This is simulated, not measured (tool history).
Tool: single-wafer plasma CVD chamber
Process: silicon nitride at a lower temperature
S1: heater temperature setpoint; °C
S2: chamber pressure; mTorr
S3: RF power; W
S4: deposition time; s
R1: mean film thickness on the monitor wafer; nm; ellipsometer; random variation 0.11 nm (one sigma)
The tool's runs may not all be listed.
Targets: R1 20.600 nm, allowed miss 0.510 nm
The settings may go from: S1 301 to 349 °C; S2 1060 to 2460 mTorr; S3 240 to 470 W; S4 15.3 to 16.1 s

run    day   S1    S2   S3    S4      R1
  1  0.000  325  1760  355  16.1  23.788
  2  0.267  325  1460  355  16.1  22.708
  3  0.458  325  1430  350  16.1  22.531
  4  0.762  331  1430  350  16.1  22.360
  5  0.825  331  1410  345  16.1  22.028
  6  1.200  331  1380  345  16.1  21.849
  7  1.262  331  1360  345  16.1  21.656
  8  1.371  331  1340  345  16.1  21.568
  9  1.596  331  1320  345  16.1  21.586
 10  1.829  331  1300  345  16.1  21.595
 11  1.900  331  1280  345  16.1  21.415
 12  2.012  331  1260  345  16.1  21.286
 13  2.146  331  1250  345  16.1  21.190

Which of these 4 next moves meets every target?
  A  2.279  337  1200  385  15.6   ?
  B  2.279  334  1310  330  15.7   ?
  C  2.279  322  1170  355  16.1   ?
  D  2.279  338  1290  345  16.1   ?

move      R1
   A  21.961
   B  20.506
   C  21.482
   D  21.520
A: further off than the last run
B: meets every target
C: further off than the last run
D: further off than the last run
Move B is the one to make.
